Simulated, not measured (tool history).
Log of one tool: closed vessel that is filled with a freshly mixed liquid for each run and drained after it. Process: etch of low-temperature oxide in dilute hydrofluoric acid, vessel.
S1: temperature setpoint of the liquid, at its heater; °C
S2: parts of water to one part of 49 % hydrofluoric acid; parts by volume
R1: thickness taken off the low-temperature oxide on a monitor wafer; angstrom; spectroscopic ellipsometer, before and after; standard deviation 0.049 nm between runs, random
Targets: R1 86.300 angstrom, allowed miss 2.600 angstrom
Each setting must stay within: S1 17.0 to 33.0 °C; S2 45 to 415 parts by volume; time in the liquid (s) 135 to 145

Run 1, hour 0.0: S1 25.0 °C, S2 230 parts by volume, time in the liquid (s) 135. Result: R1 158.990 angstrom.
Run 2, hour 7.4: S1 25.0 °C, S2 170 parts by volume, time in the liquid (s) 135. Result: R1 231.350 angstrom.
Run 3, hour 7.9: S1 27.0 °C, S2 170 parts by volume, time in the liquid (s) 135. Result: R1 249.350 angstrom.
Run 4, hour 15.3: S1 27.0 °C, S2 170 parts by volume, time in the liquid (s) 135. Result: R1 245.540 angstrom.
At hour 20.7: thermometer replaced.
Run 5, hour 20.7: S1 24.5 °C, S2 170 parts by volume, time in the liquid (s) 135. Result: R1 212.680 angstrom.
Run 6, hour 24.4: S1 22.0 °C, S2 200 parts by volume, time in the liquid (s) 135. Result: R1 158.000 angstrom.
Run 7, hour 31.9: S1 22.0 °C, S2 200 parts by volume, time in the liquid (s) 135. Result: R1 157.820 angstrom.
Run 8, hour 34.0: S1 20.5 °C, S2 220 parts by volume, time in the liquid (s) 135. Result: R1 133.520 angstrom.
Run 9, hour 38.8: S1 19.5 °C, S2 235 parts by volume, time in the liquid (s) 135. Result: R1 118.040 angstrom.

Which one of the following 5 next-run settings gets every result inside its allowed miss? There is exactly one.
Run A, hour 43.6: S1 18.5 °C, S2 260 parts by volume, time in the liquid (s) 145. Result: R1 ?.
Run B, hour 43.6: S1 21.0 °C, S2 300 parts by volume, time in the liquid (s) 145. Result: R1 ?.
Run C, hour 43.6: S1 21.5 °C, S2 240 parts by volume, time in the liquid (s) 145. Result: R1 ?.
Run D, hour 43.6: S1 17.5 °C, S2 185 parts by volume, time in the liquid (s) 145. Result: R1 ?.
Run E, hour 43.6: S1 19.5 °C, S2 300 parts by volume, time in the liquid (s) 135. Result: R1 ?.

move       R1
   A  107.050
   B   98.157
   C  132.230
   D  154.990
   E   86.532
A: an improvement on the last run, though not all results are within tolerance
B: an improvement on the last run, though not all results are within tolerance
C: the biggest miss grows against the last run
D: the biggest miss grows against the last run
E: meets every target
E is the move that brings every result within its allowed miss.

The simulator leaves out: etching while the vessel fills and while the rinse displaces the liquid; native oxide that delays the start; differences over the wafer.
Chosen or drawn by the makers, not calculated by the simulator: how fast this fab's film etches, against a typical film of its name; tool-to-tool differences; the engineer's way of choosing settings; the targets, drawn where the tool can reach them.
